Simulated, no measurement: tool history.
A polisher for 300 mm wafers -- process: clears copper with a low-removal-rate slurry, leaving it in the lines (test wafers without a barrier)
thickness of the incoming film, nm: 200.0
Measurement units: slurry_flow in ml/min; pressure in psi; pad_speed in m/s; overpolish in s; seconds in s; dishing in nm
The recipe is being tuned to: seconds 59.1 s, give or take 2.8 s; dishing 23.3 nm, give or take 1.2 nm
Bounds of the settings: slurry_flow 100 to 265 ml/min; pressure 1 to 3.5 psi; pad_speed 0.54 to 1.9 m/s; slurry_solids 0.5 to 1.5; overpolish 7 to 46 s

run  hour  slurry_flow  pressure  pad_speed  slurry_solids  overpolish  seconds  dishing
  1     0          170       2.2       1.22              1          24   84.554   43.505
  2   4.4          170       2.7       1.22              1          24   69.939   51.568
  3  12.5          175       2.4       1.34              1          20    70.12   42.949
  4  17.7          175       2.4       1.18              1          20   78.923   39.207
  5  19.3          195       2.3       1.26              1          17   76.245   35.648
  6  25.5          195       2.3       1.26              1          27   74.997   52.206
  7  30.3          210       2.1       1.38           0.95          22   76.529   43.743
  8  36.8          225       2.1       1.34            1.1          18   75.196   36.328
  9  42.2          235       2.1       1.36            1.2          15   73.504   33.124
 10  44.4          240       2.1       1.38           1.25          13   71.449   30.088
 11    46          245       2.1       1.42            1.3          12   67.372   28.808
 12  54.1          235       2.1       1.44           1.35          11   66.008   27.388

Next run, 4 choices. One meets every target within its allowed miss, the rest don't. Which?
  A  62.2          260       2.5       1.48            1.3          12        ?        ?
  B  62.2          185       1.9       1.62            1.5          12        ?        ?
  C  62.2          240       2.2       1.62           1.35          12        ?        ?
  D  62.2          225       2.4       1.42           1.35           8        ?        ?

move  seconds  dishing
   A   54.488     35.3
   B   65.344    29.82
   C   56.407   34.057
   D   59.387    22.91
A: the biggest miss grows against the last run
B: the biggest miss grows against the last run
C: the biggest miss grows against the last run
D: hits every target within its allowed miss
So the answer is move D, the one that meets all the targets.
